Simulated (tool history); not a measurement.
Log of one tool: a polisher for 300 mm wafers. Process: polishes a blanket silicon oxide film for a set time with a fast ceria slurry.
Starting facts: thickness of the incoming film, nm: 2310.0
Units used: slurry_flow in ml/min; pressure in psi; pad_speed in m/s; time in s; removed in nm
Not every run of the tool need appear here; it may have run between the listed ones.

{"run": 1, "day": 0.0, "slurry_flow": 165, "pressure": 2.7, "pad_speed": 1.28, "time": 59, "removed": 1117}
{"run": 2, "day": 0.112, "slurry_flow": 165, "pressure": 2.7, "pad_speed": 1.28, "time": 62, "removed": 1174.1}
{"run": 3, "day": 0.442, "slurry_flow": 160, "pressure": 2.6, "pad_speed": 1.28, "time": 62, "removed": 1121.8}
{"run": 4, "day": 0.542, "slurry_flow": 160, "pressure": 2.6, "pad_speed": 1.6, "time": 62, "removed": 1358.7}
{"run": 5, "day": 0.742, "slurry_flow": 160, "pressure": 2, "pad_speed": 1.6, "time": 62, "removed": 1063.9}
{"run": 6, "day": 0.996, "slurry_flow": 160, "pressure": 2.6, "pad_speed": 1.6, "time": 62, "removed": 1372.4}

Run 7 comes next. What will it give?
{"run": 7, "day": 1.304, "slurry_flow": 155, "pressure": 2.5, "pad_speed": 1.6, "time": 62, "removed": "?"}

Run 7 produced removed 1311.4 nm.
